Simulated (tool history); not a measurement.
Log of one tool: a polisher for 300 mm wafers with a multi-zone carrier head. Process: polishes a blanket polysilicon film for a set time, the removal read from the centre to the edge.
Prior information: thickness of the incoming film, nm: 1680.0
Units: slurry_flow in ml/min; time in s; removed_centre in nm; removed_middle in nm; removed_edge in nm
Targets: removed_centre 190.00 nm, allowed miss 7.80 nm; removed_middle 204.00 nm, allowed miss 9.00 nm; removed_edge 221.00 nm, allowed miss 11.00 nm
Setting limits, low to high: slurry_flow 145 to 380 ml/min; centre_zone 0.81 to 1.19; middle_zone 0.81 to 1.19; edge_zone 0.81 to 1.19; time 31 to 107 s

run    day  slurry_flow  centre_zone  middle_zone  edge_zone  time  removed_centre  removed_middle  removed_edge
  1  0.000          245         1.00         1.00       1.00    69          458.34          424.67        410.06
  2  0.238          210         0.93         0.95       0.98    56          334.11          329.58        326.83
  3  0.492          195         0.89         0.92       0.99    47          259.88          258.93        273.01
  4  0.725          190         0.86         0.91       0.99    43          233.21          242.77        247.16
  5  1.000          180         0.84         0.90       1.01    41          212.75          220.77        242.83
  6  1.371          180         0.84         0.94       1.01    41          215.82          225.42        239.56
  7  1.462          180         0.84         0.94       1.01    41          211.53          234.81        231.29
  8  1.596          175         0.83         0.92       1.01    40          207.54          217.87        228.64
  9  1.725          175         0.82         0.93       1.03    39          195.87          213.55        222.44

Which one of the following 4 next-run settings gets every result inside its allowed miss? There is exactly one.
  A  1.854          160         0.90         0.94       0.98    39               ?               ?             ?
  B  1.854          185         0.82         1.03       1.07    37               ?               ?             ?
  C  1.854          160         0.83         0.88       1.08    41               ?               ?             ?
  D  1.854          145         0.82         0.91       1.03    39               ?               ?             ?

move  removed_centre  removed_middle  removed_edge
   A          210.39          212.24        219.28
   B          187.97          221.32        219.30
   C          203.88          213.17        239.20
   D          186.70          202.86        219.78
A: puts the biggest miss on target and leaves a different result outside tolerance
B: the biggest miss grows against the last run
C: the biggest miss grows against the last run
D: all results in spec
D meets every target.
